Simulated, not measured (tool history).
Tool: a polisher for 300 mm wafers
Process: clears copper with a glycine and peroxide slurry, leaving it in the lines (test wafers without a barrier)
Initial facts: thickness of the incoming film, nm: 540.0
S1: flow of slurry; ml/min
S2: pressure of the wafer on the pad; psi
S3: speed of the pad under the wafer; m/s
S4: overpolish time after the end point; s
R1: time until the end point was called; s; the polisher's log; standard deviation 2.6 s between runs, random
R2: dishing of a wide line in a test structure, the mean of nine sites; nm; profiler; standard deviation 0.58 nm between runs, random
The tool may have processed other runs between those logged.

| run | hour | S1 | S2 | S3 | S4 | R1 | R2 |
|---|---|---|---|---|---|---|---|
| 1 | 0 | 170 | 1.9 | 1.04 | 19 | 113.79 | 57.443 |
| 2 | 1.6 | 170 | 2.4 | 1.04 | 19 | 93.506 | 67.583 |
| 3 | 5.6 | 170 | 2 | 0.96 | 15 | 115.5 | 48.963 |
| 4 | 6.5 | 170 | 2 | 1.08 | 15 | 104.92 | 50.402 |
| 5 | 13.3 | 165 | 1.7 | 1 | 13 | 124.51 | 39.642 |
| 6 | 13.8 | 160 | 1.5 | 0.94 | 12 | 139.95 | 32.417 |
| 7 | 16.1 | 155 | 1.3 | 0.9 | 12 | 166.39 | 29.048 |

Expected results for the next run?
| 8 | 16.9 | 150 | 1.2 | 0.9 | 12 | ? | ? |

{"run 8": {"R1": 173.11, "R2": 27.86}}
